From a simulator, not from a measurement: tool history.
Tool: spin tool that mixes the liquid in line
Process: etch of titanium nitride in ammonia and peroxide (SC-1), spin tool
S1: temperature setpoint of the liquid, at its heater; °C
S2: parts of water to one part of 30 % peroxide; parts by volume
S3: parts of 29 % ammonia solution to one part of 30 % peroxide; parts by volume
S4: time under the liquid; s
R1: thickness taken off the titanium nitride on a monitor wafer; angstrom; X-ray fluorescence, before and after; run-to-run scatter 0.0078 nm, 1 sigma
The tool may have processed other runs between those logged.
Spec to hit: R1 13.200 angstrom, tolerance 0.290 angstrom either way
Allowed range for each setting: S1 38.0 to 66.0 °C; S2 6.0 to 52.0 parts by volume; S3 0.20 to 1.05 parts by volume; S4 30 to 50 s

run  hour    S1    S2    S3  S4      R1
  1   0.0  50.0  29.0  0.55  50  20.229
  2   8.9  49.0  29.0  0.55  50  18.684
  3  16.9  48.5  29.0  0.55  50  18.095
  4  25.2  48.0  29.0  0.55  50  17.510
  5  32.6  47.5  29.0  0.55  50  16.924
  6  33.7  47.0  29.0  0.55  50  16.260
  7  37.1  46.5  29.0  0.55  50  15.846
  8  45.0  46.0  29.0  0.55  50  15.241
  9  46.7  43.5  29.0  0.55  50  12.717

Next run, 4 choices. One meets every target within its allowed miss, the rest don't. Which?
  A  48.4  43.5  24.5  0.30  50   ?
  B  48.4  41.0   8.5  0.80  30   ?
  C  48.4  44.0  32.5  0.50  50   ?
  D  48.4  43.0  27.5  0.55  50   ?

move      R1
   A  12.518
   B  13.205
   C  12.182
   D  12.691
A: moves away from the targets compared with the last run
B: in spec on every target
C: moves away from the targets compared with the last run
D: moves away from the targets compared with the last run
Correct choice: B, which meets every target
